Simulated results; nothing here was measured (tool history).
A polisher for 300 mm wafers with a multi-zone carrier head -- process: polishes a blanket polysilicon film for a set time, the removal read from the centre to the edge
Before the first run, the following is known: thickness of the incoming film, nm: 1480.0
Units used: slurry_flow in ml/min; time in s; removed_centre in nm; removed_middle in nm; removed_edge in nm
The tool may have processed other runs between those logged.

run	day	slurry_flow	centre_zone	middle_zone	edge_zone	time	removed_centre	removed_middle	removed_edge
1	0	285	1	1	1	81	478.5	467.49	493.46
2	0.358	285	1	1	1	74	436.25	428.34	444.92
3	0.733	285	1.06	1	1	74	466.36	430.7	446.41
4	0.783	280	1.06	0.98	0.99	73	457.21	416.99	429.81
5	0.942	280	1.06	1.06	0.99	73	463.62	444.32	439.94
6	1.021	245	1.06	1.06	0.99	73	454.8	432.83	431.46
7	1.067	245	1.06	1.06	0.99	73	460.98	438.13	433.17
8	1.333	240	1.06	1.03	0.99	72	447.5	418.11	416.26
9	1.571	235	1.06	1	1	72	444.82	412.26	423.13
10	1.671	235	1.07	0.98	1.01	71	441.82	395.26	430.32
11	1.892	230	1.07	0.96	1	71	433.96	390.73	427.19

Estimate the outcome of run 12 from the log above:
12	2.262	230	1.15	0.86	0.94	63	?	?	?

Run 12 gave removed_centre 435.5 nm, removed_middle 313.46 nm, removed_edge 369.86 nm.
